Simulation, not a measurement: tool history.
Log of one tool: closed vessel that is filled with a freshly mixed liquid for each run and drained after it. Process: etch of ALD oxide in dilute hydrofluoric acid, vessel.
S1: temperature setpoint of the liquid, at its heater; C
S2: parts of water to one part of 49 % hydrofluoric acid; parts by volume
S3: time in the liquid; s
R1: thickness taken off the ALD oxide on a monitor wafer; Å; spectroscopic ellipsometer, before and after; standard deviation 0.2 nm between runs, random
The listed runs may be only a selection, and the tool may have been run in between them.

run  hour    S1   S2   S3      R1
  1     0    21  165  320  161.61
  2   7.3    21  165  235  121.81
  3  15.8    21  130  235  159.85
  4  17.7    23  125  235  181.07
  5  27.1  24.5  125  235  192.57
  6  36.5  25.5  125  235  198.24

Forecast run 7:
  7  44.5  26.5  125  235   ?

{"run 7": {"R1": 204.63}}

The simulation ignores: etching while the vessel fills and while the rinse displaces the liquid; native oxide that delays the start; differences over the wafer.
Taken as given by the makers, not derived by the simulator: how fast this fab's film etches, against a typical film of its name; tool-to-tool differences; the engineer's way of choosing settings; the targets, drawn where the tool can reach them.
